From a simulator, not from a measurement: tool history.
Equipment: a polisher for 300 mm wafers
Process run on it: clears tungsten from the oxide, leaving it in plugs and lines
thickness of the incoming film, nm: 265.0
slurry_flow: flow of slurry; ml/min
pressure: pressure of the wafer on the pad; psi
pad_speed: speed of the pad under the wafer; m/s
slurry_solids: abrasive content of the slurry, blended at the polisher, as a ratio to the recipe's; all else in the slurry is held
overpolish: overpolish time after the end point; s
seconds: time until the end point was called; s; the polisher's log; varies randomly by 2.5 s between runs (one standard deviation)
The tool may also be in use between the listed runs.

run  hour  slurry_flow  pressure  pad_speed  slurry_solids  overpolish  seconds
  1     0          185       2.8       1.02              1          45   84.925
  2   8.2          180       2.4       0.92              1          45   102.27
  3  11.2          180       2.4       0.92           0.85          45    109.2
  4  16.5          180       2.1       0.82           0.85          45   136.84
  5  17.6          180       2.1       0.82           1.05          45   126.39
  6  21.2          180       1.9       0.74           1.05          45   145.15

Estimate the outcome of run 7 from the log above:
  7  28.2          180       1.8       0.68           1.05          45        ?

seconds: 167.16 s
